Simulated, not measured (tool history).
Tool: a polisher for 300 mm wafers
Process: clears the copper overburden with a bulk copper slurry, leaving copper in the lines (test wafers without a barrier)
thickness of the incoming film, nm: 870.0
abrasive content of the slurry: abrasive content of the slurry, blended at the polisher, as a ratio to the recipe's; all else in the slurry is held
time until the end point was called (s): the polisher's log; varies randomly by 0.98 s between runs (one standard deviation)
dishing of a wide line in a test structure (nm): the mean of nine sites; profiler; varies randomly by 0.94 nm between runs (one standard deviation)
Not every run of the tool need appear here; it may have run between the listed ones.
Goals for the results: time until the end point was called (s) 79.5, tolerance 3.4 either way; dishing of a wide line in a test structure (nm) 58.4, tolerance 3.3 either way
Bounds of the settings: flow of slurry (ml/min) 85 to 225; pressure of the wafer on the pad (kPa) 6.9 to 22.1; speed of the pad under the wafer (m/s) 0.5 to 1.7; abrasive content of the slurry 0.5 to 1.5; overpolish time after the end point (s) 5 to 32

run,hour,flow of slurry (ml/min),pressure of the wafer on the pad (kPa),speed of the pad under the wafer (m/s),abrasive content of the slurry,overpolish time after the end point (s),time until the end point was called (s),dishing of a wide line in a test structure (nm)
1,0,145,14.5,1.1,1,16,114.69,52.443
2,3.9,150,15.2,1.1,1,15,109.43,55.29
3,7,155,15.9,1.12,1,14,100.59,55.218
4,13.2,155,17.9,1.12,1,14,88.325,61.607
5,16.1,155,19.3,1.12,1,14,84.201,60.731
6,21.3,155,19.3,1.12,1,8,83.566,45.228
7,23.6,160,19.3,1.12,1,9,81.409,47.498
8,30.5,160,19.3,1.12,1,10,82.413,52.157

5 next moves are on the table. One of them brings every result within its allowed miss. Which?
A,37.4,165,21.4,1.14,1.1,10,?,?
B,37.4,135,22.1,1.08,0.95,11,?,?
C,37.4,140,19.3,1.28,0.7,10,?,?
D,37.4,170,22.1,1.16,0.8,8,?,?
E,37.4,140,22.1,1.04,1,15,?,?

move,time until the end point was called (s),dishing of a wide line in a test structure (nm)
A,72.467,56.612
B,78.338,57.364
C,80.21,52.877
D,73.031,49.722
E,79.774,65.937
A: corrects the largest miss of the last run, while another result sits out of spec
B: meets every target
C: nearer than the last run, and not there yet
D: lands further from the targets than the last run did
E: pushes the last run's worst result past its target
So the answer is move B, the one that meets all the targets.

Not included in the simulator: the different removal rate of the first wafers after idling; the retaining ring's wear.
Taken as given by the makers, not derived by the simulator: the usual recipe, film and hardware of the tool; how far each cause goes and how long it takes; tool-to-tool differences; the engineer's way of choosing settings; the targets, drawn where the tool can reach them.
